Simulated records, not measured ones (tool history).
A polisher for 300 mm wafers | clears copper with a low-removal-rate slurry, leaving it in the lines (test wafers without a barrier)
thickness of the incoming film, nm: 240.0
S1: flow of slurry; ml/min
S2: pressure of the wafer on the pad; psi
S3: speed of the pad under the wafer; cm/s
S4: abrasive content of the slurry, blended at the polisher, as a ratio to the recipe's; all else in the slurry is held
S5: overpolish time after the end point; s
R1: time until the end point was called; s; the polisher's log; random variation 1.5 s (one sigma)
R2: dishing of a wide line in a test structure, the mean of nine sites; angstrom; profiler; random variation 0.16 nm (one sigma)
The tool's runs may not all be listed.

run 1 hour=0 | S1=280 S2=2.6 S3=104 S4=1 S5=12 | R1=92.984 R2=220.46
run 2 hour=2.8 | S1=280 S2=2.6 S3=122 S4=1 S5=12 | R1=80.21 R2=244.07
run 3 hour=9.3 | S1=280 S2=2.6 S3=122 S4=1.15 S5=12 | R1=77.974 R2=247.72
run 4 hour=17.2 | S1=265 S2=2.3 S3=128 S4=1.2 S5=10 | R1=82.681 R2=190.38
run 5 hour=20.8 | S1=260 S2=2.2 S3=130 S4=1.25 S5=9 | R1=85.247 R2=175.17
run 6 hour=29.3 | S1=260 S2=2.7 S3=130 S4=1.25 S5=9 | R1=70.827 R2=208.69
run 7 hour=30.8 | S1=240 S2=2.4 S3=134 S4=1.3 S5=8 | R1=77.138 R2=170.27
run 8 hour=39.8 | S1=225 S2=2.3 S3=136 S4=1.35 S5=7 | R1=77.697 R2=150.8
run 9 hour=47.9 | S1=215 S2=2.2 S3=136 S4=1.35 S5=6 | R1=82.424 R2=125.78
run 10 hour=54.6 | S1=210 S2=2.1 S3=136 S4=1.35 S5=6 | R1=88.436 R2=115.62
run 11 hour=61.3 | S1=205 S2=2.1 S3=136 S4=1.35 S5=6 | R1=86.654 R2=114.26

Forecast run 12:
run 12 hour=67 | S1=200 S2=2.1 S3=136 S4=1.35 S5=6 | R1=? R2=?

{"run 12": {"R1": 87.757, "R2": 117.11}}
